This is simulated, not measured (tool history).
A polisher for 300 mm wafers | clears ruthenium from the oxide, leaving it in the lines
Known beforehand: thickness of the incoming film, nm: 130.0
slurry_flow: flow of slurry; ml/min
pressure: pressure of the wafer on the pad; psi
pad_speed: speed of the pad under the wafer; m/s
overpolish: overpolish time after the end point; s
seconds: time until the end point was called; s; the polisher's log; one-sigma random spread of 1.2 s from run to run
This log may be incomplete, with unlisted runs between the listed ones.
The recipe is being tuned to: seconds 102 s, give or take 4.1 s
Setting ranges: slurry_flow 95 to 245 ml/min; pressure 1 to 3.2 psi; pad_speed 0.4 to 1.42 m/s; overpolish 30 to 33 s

run  hour  slurry_flow  pressure  pad_speed  overpolish  seconds
  1     0          155       2.1        0.9          30   147.68
  2   3.8          155       1.9        0.9          30   157.07
  3   5.1          155       1.9       1.06          30   134.39
  4  10.3          160       2.1       1.06          30   125.25
  5  11.7          160       2.1       0.96          30   135.55
  6  12.8          160       2.1        1.1          30   119.85
  7  20.6          160       2.2        1.1          30      116
  8    28          165       2.3        1.1          30   113.15
  9  36.6          165       2.4        1.1          30   110.99
 10  40.9          165       2.4        1.1          30   109.62
 11  46.5          165       2.5        1.1          30   108.35

Which of these 4 next moves meets every target?
  A  52.1          140       2.2       1.14          30        ?
  B  52.1          185       2.1        1.2          30        ?
  C  52.1          175       2.7        1.1          31        ?
  D  52.1          160       2.7       1.24          31        ?

move  seconds
   A   114.42
   B   108.64
   C   101.44
   D   91.104
A: further off than the last run
B: no nearer and no further than the last run
C: in spec on every target
D: pushes the last run's worst result past its target
The right move is C.
